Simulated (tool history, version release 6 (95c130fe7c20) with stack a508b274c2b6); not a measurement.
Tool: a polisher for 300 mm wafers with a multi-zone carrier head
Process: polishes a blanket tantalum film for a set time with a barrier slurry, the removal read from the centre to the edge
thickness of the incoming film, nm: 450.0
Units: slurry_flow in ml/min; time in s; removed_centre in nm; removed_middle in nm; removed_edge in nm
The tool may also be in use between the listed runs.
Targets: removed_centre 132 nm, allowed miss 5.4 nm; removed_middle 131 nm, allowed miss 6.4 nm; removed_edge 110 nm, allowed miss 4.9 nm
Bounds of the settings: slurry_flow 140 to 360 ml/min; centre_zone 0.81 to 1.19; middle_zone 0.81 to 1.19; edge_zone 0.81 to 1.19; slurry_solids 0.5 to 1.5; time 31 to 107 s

run	hour	slurry_flow	centre_zone	middle_zone	edge_zone	slurry_solids	time	removed_centre	removed_middle	removed_edge
1	0	230	1	1	1	1	69	126.65	126.21	124.63
2	1.8	230	1	1	1	0.8	69	117.16	115.98	116.37
3	3.7	205	1	1	1	0.8	69	114.37	111.23	113.38
4	10.5	180	1	1	1	0.8	69	112.44	108.34	113.35
5	17.2	180	1	1	0.95	0.8	69	110.9	108.25	110.47
6	19.4	180	0.94	1	0.95	0.8	69	102.75	111.5	110.99
7	20.3	200	0.96	1.02	0.94	0.8	69	109.02	115.14	115.6
8	22.5	225	0.98	1.05	0.92	0.8	67	111.96	115.3	107.48
9	23.1	235	0.99	1.06	0.92	0.8	67	114.84	118.22	109.53

Which of these 4 next moves meets every target?
A	23.7	195	0.96	0.96	0.99	0.7	67	?	?	?
B	23.7	200	0.93	0.93	0.96	0.8	69	?	?	?
C	23.7	305	1.07	1.12	0.85	0.8	67	?	?	?
D	23.7	235	0.95	1.12	0.88	0.75	70	?	?	?

move	removed_centre	removed_middle	removed_edge
A	100.56	99.994	104.74
B	106.76	106.7	112.93
C	130.58	131.05	109.5
D	112.24	127.75	109.61
A: further off than the last run
B: further off than the last run
C: meets every target
D: further off than the last run
The right move is C.

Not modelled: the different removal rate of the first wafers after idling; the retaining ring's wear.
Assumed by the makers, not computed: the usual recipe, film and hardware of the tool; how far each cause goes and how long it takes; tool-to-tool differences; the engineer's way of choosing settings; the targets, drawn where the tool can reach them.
